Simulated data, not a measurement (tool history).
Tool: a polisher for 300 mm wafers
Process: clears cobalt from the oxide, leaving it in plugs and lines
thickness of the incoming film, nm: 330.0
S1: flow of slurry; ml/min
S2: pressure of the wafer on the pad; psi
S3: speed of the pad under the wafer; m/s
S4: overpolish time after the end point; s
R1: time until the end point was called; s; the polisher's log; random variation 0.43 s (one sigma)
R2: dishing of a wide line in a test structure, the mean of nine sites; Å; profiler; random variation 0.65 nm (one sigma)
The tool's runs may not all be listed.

run 1 day=0.000 | S1=150 S2=1.6 S3=1.18 S4=23 | R1=59.825 R2=427.00
run 2 day=0.112 | S1=150 S2=1.7 S3=1.18 S4=23 | R1=56.192 R2=441.86
run 3 day=0.408 | S1=150 S2=1.7 S3=0.94 S4=23 | R1=70.334 R2=423.00
run 4 day=0.683 | S1=165 S2=1.7 S3=0.94 S4=23 | R1=68.153 R2=423.73
run 5 day=0.962 | S1=170 S2=1.8 S3=0.94 S4=22 | R1=65.035 R2=426.28
run 6 day=1.279 | S1=170 S2=1.8 S3=0.94 S4=18 | R1=64.931 R2=393.68
run 7 day=1.321 | S1=170 S2=1.9 S3=0.96 S4=18 | R1=60.511 R2=415.80
run 8 day=1.638 | S1=170 S2=2.0 S3=0.98 S4=17 | R1=56.483 R2=406.45
run 9 day=1.708 | S1=170 S2=2.1 S3=1.00 S4=17 | R1=52.831 R2=430.46
run 10 day=2.008 | S1=170 S2=2.2 S3=1.02 S4=16 | R1=48.978 R2=421.44
run 11 day=2.279 | S1=170 S2=2.2 S3=1.04 S4=16 | R1=47.842 R2=427.04

The next listed run, before its measurement:
run 12 day=2.633 | S1=170 S2=2.2 S3=1.06 S4=16 | R1=? R2=?

Run 12 gave R1 47.146 s, R2 416.19 Å.
